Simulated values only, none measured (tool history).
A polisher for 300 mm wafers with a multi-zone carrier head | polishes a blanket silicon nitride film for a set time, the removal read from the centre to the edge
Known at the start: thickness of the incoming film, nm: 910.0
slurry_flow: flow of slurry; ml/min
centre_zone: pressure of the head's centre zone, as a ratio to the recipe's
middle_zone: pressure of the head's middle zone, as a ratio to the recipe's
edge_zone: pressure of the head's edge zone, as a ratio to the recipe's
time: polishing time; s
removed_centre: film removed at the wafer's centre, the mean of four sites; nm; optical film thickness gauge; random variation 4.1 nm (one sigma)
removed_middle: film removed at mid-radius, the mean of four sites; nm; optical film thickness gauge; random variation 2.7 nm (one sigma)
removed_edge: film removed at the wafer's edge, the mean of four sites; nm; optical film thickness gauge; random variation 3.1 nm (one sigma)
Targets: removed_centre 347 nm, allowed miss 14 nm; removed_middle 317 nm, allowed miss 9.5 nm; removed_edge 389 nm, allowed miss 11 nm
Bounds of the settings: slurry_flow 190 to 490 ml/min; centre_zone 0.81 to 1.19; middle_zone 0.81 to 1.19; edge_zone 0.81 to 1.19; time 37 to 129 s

run  hour  slurry_flow  centre_zone  middle_zone  edge_zone  time  removed_centre  removed_middle  removed_edge
  1     0          315            1            1          1    83          249.75          253.15         249.2
  2   4.8          315         1.05            1          1    83           262.7          249.53        251.06
  3    13          310         1.04         0.98       1.03    87          266.74          259.62        272.26
  4  16.4          310         1.06         0.98       1.05    90          285.68          263.07        276.89
  5  18.7          310         1.06         0.94       1.05    90          283.68          255.76        274.45
  6  26.5          385         1.06         0.94       1.05    90          291.49          264.92        281.38
  7  34.9          385         0.98         0.85       1.15   113          340.85          303.49        371.57
  8  41.9          385         0.98         0.85       1.16   113          328.82          305.26        373.33

Which of these 5 next moves meets every target?
  A  48.9          430         1.06         0.89       1.05   107               ?               ?             ?
  B  48.9          350         0.94         0.95       1.13   110               ?               ?             ?
  C  48.9          360            1         0.84       1.15   111               ?               ?             ?
  D  48.9          490         0.87         0.91       1.16   108               ?               ?             ?
  E  48.9          490         0.92         0.82       1.09   119               ?               ?             ?

move  removed_centre  removed_middle  removed_edge
   A          347.47          294.58        343.61
   B          310.96           314.7        361.61
   C          334.63          287.38        369.45
   D          290.17          305.77        367.18
   E          338.05          309.16        392.37
A: further off than the last run
B: further off than the last run
C: further off than the last run
D: further off than the last run
E: meets every target
The right move is E.
